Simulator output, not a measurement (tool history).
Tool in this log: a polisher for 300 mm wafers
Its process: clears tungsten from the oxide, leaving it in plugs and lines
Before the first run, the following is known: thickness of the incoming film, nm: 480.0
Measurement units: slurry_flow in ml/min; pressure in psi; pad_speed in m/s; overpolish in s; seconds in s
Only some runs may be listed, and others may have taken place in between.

| run | hour | slurry_flow | pressure | pad_speed | slurry_solids | overpolish | seconds |
|---|---|---|---|---|---|---|---|
| 1 | 0.0 | 195 | 3.6 | 1.24 | 1.0 | 10 | 102.91 |
| 2 | 5.0 | 195 | 3.3 | 1.22 | 1.0 | 10 | 109.02 |
| 3 | 7.5 | 155 | 3.3 | 1.22 | 1.0 | 10 | 114.23 |
| 4 | 15.1 | 155 | 3.3 | 1.22 | 1.0 | 8 | 114.21 |
| 5 | 17.8 | 155 | 3.0 | 1.18 | 1.0 | 8 | 126.66 |
| 6 | 21.6 | 155 | 2.8 | 1.16 | 1.0 | 8 | 137.38 |
| 7 | 24.2 | 155 | 2.6 | 1.14 | 1.0 | 8 | 152.84 |

What will run 8 give?
| 8 | 30.5 | 155 | 2.5 | 1.14 | 1.0 | 8 | ? |

Run 8 gave seconds 155.42 s.

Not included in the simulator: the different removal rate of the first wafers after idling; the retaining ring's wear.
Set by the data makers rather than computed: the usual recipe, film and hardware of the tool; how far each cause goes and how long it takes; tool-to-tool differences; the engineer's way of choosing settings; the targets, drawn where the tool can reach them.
